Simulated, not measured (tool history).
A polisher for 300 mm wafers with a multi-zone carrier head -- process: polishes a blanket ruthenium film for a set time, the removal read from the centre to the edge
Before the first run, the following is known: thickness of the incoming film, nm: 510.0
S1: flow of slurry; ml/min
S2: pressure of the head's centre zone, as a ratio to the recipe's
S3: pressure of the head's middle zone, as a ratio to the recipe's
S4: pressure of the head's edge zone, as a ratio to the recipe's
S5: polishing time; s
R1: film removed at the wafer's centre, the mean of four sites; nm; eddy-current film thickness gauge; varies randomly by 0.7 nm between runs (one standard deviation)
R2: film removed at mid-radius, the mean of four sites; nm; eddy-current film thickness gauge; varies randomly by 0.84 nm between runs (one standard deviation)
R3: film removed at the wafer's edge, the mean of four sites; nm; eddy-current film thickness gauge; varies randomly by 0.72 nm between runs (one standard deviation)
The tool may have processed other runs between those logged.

Run 1, hour 0: S1 130 ml/min, S2 1, S3 1, S4 1, S5 74 s. Result: R1 49.098 nm, R2 51.531 nm, R3 50.735 nm.
Run 2, hour 5.9: S1 130 ml/min, S2 1, S3 1.04, S4 1, S5 74 s. Result: R1 50.111 nm, R2 52.868 nm, R3 51.34 nm.
Run 3, hour 10.8: S1 140 ml/min, S2 0.98, S3 1.07, S4 1.01, S5 76 s. Result: R1 51.555 nm, R2 56.329 nm, R3 53.646 nm.
Run 4, hour 11.9: S1 145 ml/min, S2 0.96, S3 1.09, S4 1.02, S5 78 s. Result: R1 51.504 nm, R2 58.5 nm, R3 55.038 nm.
Run 5, hour 16.6: S1 170 ml/min, S2 0.96, S3 1.09, S4 1.02, S5 78 s. Result: R1 54.706 nm, R2 62.245 nm, R3 54.611 nm.
Run 6, hour 21.6: S1 170 ml/min, S2 0.96, S3 1.09, S4 0.96, S5 78 s. Result: R1 53.791 nm, R2 61.241 nm, R3 54.357 nm.
Run 7, hour 24.5: S1 170 ml/min, S2 0.96, S3 1.09, S4 0.96, S5 78 s. Result: R1 53.345 nm, R2 62.05 nm, R3 54.28 nm.
Run 8, hour 27.2: S1 170 ml/min, S2 0.95, S3 1.1, S4 0.96, S5 81 s. Result: R1 55.531 nm, R2 63.325 nm, R3 56.317 nm.
Run 9, hour 28.4: S1 170 ml/min, S2 0.93, S3 1.12, S4 0.97, S5 83 s. Result: R1 55.103 nm, R2 66.543 nm, R3 57.719 nm.

Expected results for the next run?
Run 10, hour 32.8: S1 165 ml/min, S2 0.92, S3 1.13, S4 0.98, S5 85 s. Result: R1 ?, R2 ?, R3 ?.

{"run 10": {"R1": 56.715, "R2": 68.945, "R3": 60.758}}
